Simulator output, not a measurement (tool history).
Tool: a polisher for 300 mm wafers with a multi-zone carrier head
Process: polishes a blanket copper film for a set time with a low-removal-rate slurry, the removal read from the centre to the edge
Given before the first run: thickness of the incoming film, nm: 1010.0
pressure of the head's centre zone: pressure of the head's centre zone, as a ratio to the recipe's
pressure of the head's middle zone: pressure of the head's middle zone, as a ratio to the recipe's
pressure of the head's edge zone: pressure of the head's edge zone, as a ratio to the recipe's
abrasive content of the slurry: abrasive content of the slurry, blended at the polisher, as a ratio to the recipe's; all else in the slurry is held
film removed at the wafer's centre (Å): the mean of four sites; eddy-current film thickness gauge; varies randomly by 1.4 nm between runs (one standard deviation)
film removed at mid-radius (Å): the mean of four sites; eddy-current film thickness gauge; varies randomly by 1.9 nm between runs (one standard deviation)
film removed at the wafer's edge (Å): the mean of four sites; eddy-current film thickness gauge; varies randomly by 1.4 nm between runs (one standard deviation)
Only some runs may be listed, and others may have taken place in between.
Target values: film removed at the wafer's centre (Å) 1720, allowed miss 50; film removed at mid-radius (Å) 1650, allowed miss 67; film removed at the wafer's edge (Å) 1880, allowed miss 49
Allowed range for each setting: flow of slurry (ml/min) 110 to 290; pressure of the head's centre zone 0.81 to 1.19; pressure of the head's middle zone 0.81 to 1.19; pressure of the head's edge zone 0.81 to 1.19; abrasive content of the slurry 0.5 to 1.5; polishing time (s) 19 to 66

run,day,flow of slurry (ml/min),pressure of the head's centre zone,pressure of the head's middle zone,pressure of the head's edge zone,abrasive content of the slurry,polishing time (s),film removed at the wafer's centre (Å),film removed at mid-radius (Å),film removed at the wafer's edge (Å)
1,0,185,1,1,1,1,42,1552.4,1538.1,1544.7
2,0.2,185,1,1,1.04,1,42,1572.6,1544.7,1573.2
3,0.25,195,0.99,0.99,1.07,1.05,42,1598.9,1590.8,1650.4
4,0.483,195,0.94,0.99,1.07,1.05,42,1530,1564,1610
5,0.842,205,0.94,0.98,1.09,1.1,42,1549.4,1589.9,1686.8
6,1.2,205,0.94,1.04,1.09,1.1,42,1565.4,1675.7,1673.3
7,1.375,215,0.95,1.02,1.11,1.1,42,1585.3,1639.2,1696
8,1.667,220,0.96,1.01,1.12,1.1,42,1605.3,1644.9,1704.5
9,1.942,220,0.96,1,1.13,1.15,42,1608.9,1627.3,1760.4
10,1.988,225,0.97,1,1.14,1.15,42,1646.8,1653.7,1768.4

Next run, 4 choices. One meets every target within its allowed miss, the rest don't. Which?
A,2.033,195,0.87,0.94,1.19,1.3,44,?,?,?
B,2.033,225,0.97,0.94,1.16,1.2,44,?,?,?
C,2.033,155,0.87,0.94,1.19,1.3,45,?,?,?
D,2.033,175,0.87,0.98,1.19,1.45,45,?,?,?

move,film removed at the wafer's centre (Å),film removed at mid-radius (Å),film removed at the wafer's edge (Å)
A,1612.4,1657.7,1907.4
B,1733.5,1648.3,1864
C,1594.2,1645.2,1908.3
D,1673.7,1784.4,1988.7
A: the worst result of the last run now meets its target, but another is out of spec
B: hits every target within its allowed miss
C: the worst result of the last run now meets its target, but another is out of spec
D: takes the result that was furthest off past its target
The right move is B.
